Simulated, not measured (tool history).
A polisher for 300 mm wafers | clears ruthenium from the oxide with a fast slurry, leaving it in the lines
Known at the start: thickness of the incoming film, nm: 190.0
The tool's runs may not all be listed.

run,hour,flow of slurry (ml/min),pressure of the wafer on the pad (psi),speed of the pad under the wafer (cm/s),abrasive content of the slurry,overpolish time after the end point (s),time until the end point was called (s),dishing of a wide line in a test structure (angstrom)
1,0,185,2.8,126,1,13,33.132,316.68
2,3.8,205,2.8,126,1,13,33.231,318.26
3,8,245,2.8,126,1,13,33.016,316.18
4,16.1,245,2.1,126,1,13,41.78,290.81
5,18.6,245,2.5,126,1,13,35.167,314.69
6,23.5,265,2.5,126,1,13,34.977,316.34
7,24.2,265,2.6,126,1,13,33.729,315.48
8,31.8,265,2.7,126,1,13,31.76,318.89
9,34.1,265,2.8,126,1,13,31.582,320.75
10,35.8,265,2.9,126,1,13,29.34,327.38
11,43.1,265,3,126,1,13,29.582,325.67
12,46,265,3.1,126,1,13,27.77,334.58

Forecast run 13:
13,48.5,265,3.2,126,1,13,?,?

{"run 13": {"time until the end point was called (s)": 27.766, "dishing of a wide line in a test structure (angstrom)": 334.39}}
